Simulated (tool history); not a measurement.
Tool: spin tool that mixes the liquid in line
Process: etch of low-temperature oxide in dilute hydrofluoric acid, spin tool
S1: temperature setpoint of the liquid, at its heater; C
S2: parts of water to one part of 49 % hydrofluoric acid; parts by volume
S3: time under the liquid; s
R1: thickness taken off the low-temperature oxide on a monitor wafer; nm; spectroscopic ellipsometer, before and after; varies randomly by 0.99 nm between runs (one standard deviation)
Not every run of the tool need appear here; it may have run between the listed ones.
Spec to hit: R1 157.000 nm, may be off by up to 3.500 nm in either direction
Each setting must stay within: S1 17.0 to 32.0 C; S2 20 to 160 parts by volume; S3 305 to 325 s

run  hour    S1  S2   S3       R1
  1   0.0  24.0  90  305   59.323
  2   5.2  24.0  90  325   63.924
  3   8.0  24.0  90  305   58.882
  4  13.5  24.0  90  325   63.385
  5  20.6  26.5  75  325   86.116
  6  24.3  26.5  55  325  120.630
  7  31.9  28.0  55  325  126.810
  8  35.8  29.0  55  325  134.590

Of the 5 settings listed for the next run, only one would bring every result within its allowed miss of target. Which one?
  A  39.7  27.5  45  325   ?
  B  39.7  29.5  60  315   ?
  C  39.7  28.5  50  325   ?
  D  39.7  27.0  40  320   ?
  E  39.7  29.5  60  325   ?

move       R1
   A  156.320
   B  120.310
   C  145.350
   D  170.930
   E  124.130
A: in spec on every target
B: further off than the last run
C: closes in on the targets versus the last run, not all within tolerance yet
D: takes the biggest miss from the last run beyond its target
E: further off than the last run
So the answer is move A, the one that meets all the targets.
